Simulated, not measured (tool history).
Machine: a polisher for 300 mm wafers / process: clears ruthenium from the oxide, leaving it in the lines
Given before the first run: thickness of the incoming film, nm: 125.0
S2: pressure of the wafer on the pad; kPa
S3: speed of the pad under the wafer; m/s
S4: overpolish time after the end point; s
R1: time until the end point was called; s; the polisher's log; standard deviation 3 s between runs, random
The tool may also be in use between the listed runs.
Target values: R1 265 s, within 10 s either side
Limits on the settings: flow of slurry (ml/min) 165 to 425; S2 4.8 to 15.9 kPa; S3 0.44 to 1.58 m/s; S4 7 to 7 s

{"run": 1, "day": 0.0, "flow of slurry (ml/min)": 275, "S2": 10.3, "S3": 1, "S4": 7, "R1": 173.36}
{"run": 2, "day": 0.171, "flow of slurry (ml/min)": 275, "S2": 10.3, "S3": 1.12, "S4": 7, "R1": 156.14}
{"run": 3, "day": 0.442, "flow of slurry (ml/min)": 275, "S2": 9, "S3": 1.12, "S4": 7, "R1": 177.33}
{"run": 4, "day": 0.708, "flow of slurry (ml/min)": 275, "S2": 9, "S3": 1.36, "S4": 7, "R1": 147.73}
{"run": 5, "day": 0.842, "flow of slurry (ml/min)": 275, "S2": 7.6, "S3": 1.3, "S4": 7, "R1": 180.96}
{"run": 6, "day": 0.946, "flow of slurry (ml/min)": 275, "S2": 7.6, "S3": 1.3, "S4": 7, "R1": 181.05}
{"run": 7, "day": 1.008, "flow of slurry (ml/min)": 275, "S2": 6.9, "S3": 1.28, "S4": 7, "R1": 205.97}
{"run": 8, "day": 1.275, "flow of slurry (ml/min)": 275, "S2": 6.2, "S3": 1.28, "S4": 7, "R1": 220.71}
{"run": 9, "day": 1.642, "flow of slurry (ml/min)": 275, "S2": 5.5, "S3": 1.28, "S4": 7, "R1": 253.88}
{"run": 10, "day": 1.983, "flow of slurry (ml/min)": 275, "S2": 5.5, "S3": 1.26, "S4": 7, "R1": 248.75}
{"run": 11, "day": 2.3, "flow of slurry (ml/min)": 275, "S2": 4.8, "S3": 1.26, "S4": 7, "R1": 292.36}
{"run": 12, "day": 2.546, "flow of slurry (ml/min)": 275, "S2": 5.5, "S3": 1.26, "S4": 7, "R1": 251.15}
{"run": 13, "day": 2.746, "flow of slurry (ml/min)": 275, "S2": 4.8, "S3": 1.26, "S4": 7, "R1": 292.58}
{"run": 14, "day": 2.804, "flow of slurry (ml/min)": 275, "S2": 5.5, "S3": 1.26, "S4": 7, "R1": 253.72}

Below are 5 possible settings for the next run. Only one of them brings all results inside the allowed miss of their targets. Which is it?
{"run": "A", "day": 2.862, "flow of slurry (ml/min)": 295, "S2": 6.2, "S3": 1.18, "S4": 7, "R1": "?"}
{"run": "B", "day": 2.862, "flow of slurry (ml/min)": 270, "S2": 6.2, "S3": 1.16, "S4": 7, "R1": "?"}
{"run": "C", "day": 2.862, "flow of slurry (ml/min)": 300, "S2": 6.2, "S3": 1.16, "S4": 7, "R1": "?"}
{"run": "D", "day": 2.862, "flow of slurry (ml/min)": 280, "S2": 5.5, "S3": 1.22, "S4": 7, "R1": "?"}
{"run": "E", "day": 2.862, "flow of slurry (ml/min)": 265, "S2": 6.2, "S3": 1.18, "S4": 7, "R1": "?"}

move=A R1=239.68
move=B R1=245.35
move=C R1=243.4
move=D R1=260.45
move=E R1=241.65
A: the biggest miss grows against the last run
B: the biggest miss grows against the last run
C: the biggest miss grows against the last run
D: all results in spec
E: the biggest miss grows against the last run
Move D is the one to make.
